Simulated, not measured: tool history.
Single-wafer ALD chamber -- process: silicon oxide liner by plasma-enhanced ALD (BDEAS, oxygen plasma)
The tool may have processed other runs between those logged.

run	hour	heater temperature setpoint (K)	number of ALD cycles (cycles)	mean film thickness on the monitor wafer (Å)
1	0	588.15	81	80.27
2	3.9	588.15	73	71.652
3	12.5	580.15	73	73.098
4	19.2	578.15	80	79.919
5	22.3	578.15	84	84.198
6	24.4	578.15	73	73.168
7	25.1	577.15	81	81.149

For run 8, what comes out?
8	26.1	576.15	86	?

mean film thickness on the monitor wafer (Å): 86.79
